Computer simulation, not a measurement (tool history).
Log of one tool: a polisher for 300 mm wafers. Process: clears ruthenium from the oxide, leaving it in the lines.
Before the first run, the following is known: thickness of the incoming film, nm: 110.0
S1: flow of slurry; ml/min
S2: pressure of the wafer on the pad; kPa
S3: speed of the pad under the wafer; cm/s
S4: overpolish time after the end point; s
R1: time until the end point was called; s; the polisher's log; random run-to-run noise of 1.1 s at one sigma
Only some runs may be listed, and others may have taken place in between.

run    day   S1    S2   S3  S4      R1
  1      0  210  18.6  106  33  61.429
  2  0.158  210  17.9  106  33  63.798
  3  0.254  255  17.9  106  33  62.401
  4  0.288  225  17.9  106  33  64.318
  5  0.525  225  17.2  106  33  65.027
  6  0.675  225  17.2  106  33  63.311
  7  0.771  225  16.5  106  33  67.267

The next listed run, before its measurement:
  8  0.983  225  15.9  106  33   ?

R1: 70.687 s
